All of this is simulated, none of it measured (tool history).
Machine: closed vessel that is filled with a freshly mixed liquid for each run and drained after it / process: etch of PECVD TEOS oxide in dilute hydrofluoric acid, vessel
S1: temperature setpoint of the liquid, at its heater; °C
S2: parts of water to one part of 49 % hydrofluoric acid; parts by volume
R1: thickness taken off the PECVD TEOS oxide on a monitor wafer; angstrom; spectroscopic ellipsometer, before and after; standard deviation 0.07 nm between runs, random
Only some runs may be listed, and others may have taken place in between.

Run 1, hour 0: S1 22 °C, S2 85 parts by volume, time in the liquid (s) 30. Result: R1 88.523 angstrom.
Run 2, hour 3.5: S1 24.5 °C, S2 70 parts by volume, time in the liquid (s) 30. Result: R1 121.1 angstrom.
Run 3, hour 6.9: S1 26.5 °C, S2 60 parts by volume, time in the liquid (s) 30. Result: R1 154.45 angstrom.
Run 4, hour 14: S1 26.5 °C, S2 35 parts by volume, time in the liquid (s) 30. Result: R1 276.97 angstrom.
Run 5, hour 15.6: S1 26.5 °C, S2 35 parts by volume, time in the liquid (s) 30. Result: R1 275.21 angstrom.
Run 6, hour 20: S1 26.5 °C, S2 20 parts by volume, time in the liquid (s) 30. Result: R1 491.85 angstrom.
Run 7, hour 26.9: S1 27.5 °C, S2 30 parts by volume, time in the liquid (s) 30. Result: R1 337.04 angstrom.
Run 8, hour 32.6: S1 27.5 °C, S2 35 parts by volume, time in the liquid (s) 30. Result: R1 285.73 angstrom.

What does the tool deliver on the next run?
Run 9, hour 36.8: S1 28.5 °C, S2 40 parts by volume, time in the liquid (s) 30. Result: R1 ?.

R1: 258.86 angstrom
